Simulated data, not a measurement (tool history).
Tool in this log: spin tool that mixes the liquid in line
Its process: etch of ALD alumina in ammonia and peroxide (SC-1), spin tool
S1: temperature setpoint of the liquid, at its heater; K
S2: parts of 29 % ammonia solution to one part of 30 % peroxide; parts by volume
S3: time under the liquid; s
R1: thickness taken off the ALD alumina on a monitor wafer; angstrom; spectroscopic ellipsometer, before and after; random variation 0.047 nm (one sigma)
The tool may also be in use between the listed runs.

Run 1, day 0.000: S1 322.15 K, S2 0.75 parts by volume, S3 95 s. Result: R1 56.832 angstrom.
Run 2, day 0.129: S1 322.15 K, S2 0.75 parts by volume, S3 95 s. Result: R1 56.329 angstrom.
Run 3, day 0.317: S1 322.15 K, S2 1.00 parts by volume, S3 95 s. Result: R1 58.451 angstrom.
Run 4, day 0.629: S1 322.15 K, S2 1.00 parts by volume, S3 95 s. Result: R1 58.263 angstrom.
Run 5, day 0.892: S1 322.15 K, S2 0.85 parts by volume, S3 95 s. Result: R1 57.572 angstrom.
Run 6, day 1.100: S1 323.65 K, S2 0.85 parts by volume, S3 95 s. Result: R1 62.572 angstrom.

Run 7, settings as shown, results not yet in. Your forecast:
Run 7, day 1.358: S1 324.65 K, S2 0.85 parts by volume, S3 95 s. Result: R1 ?.

{"run 7": {"R1": 65.131}}
